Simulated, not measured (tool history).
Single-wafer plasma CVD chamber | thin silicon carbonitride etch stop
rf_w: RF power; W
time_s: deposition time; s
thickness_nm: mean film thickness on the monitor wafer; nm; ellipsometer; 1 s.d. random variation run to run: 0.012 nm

{"run": 1, "hour": 0.0, "rf_w": 250, "time_s": 9.87, "thickness_nm": 5.6107}
{"run": 2, "hour": 8.0, "rf_w": 230, "time_s": 9.87, "thickness_nm": 5.4813}
{"run": 3, "hour": 12.8, "rf_w": 230, "time_s": 9.19, "thickness_nm": 5.1164}
{"run": 4, "hour": 20.3, "rf_w": 230, "time_s": 10.49, "thickness_nm": 5.8577}
{"run": 5, "hour": 22.2, "rf_w": 220, "time_s": 10.17, "thickness_nm": 5.6092}
{"run": 6, "hour": 24.0, "rf_w": 220, "time_s": 11.54, "thickness_nm": 6.3583}

Expected results for the next run?
{"run": 7, "hour": 28.3, "rf_w": 210, "time_s": 10.98, "thickness_nm": "?"}

thickness_nm: 6.0002 nm
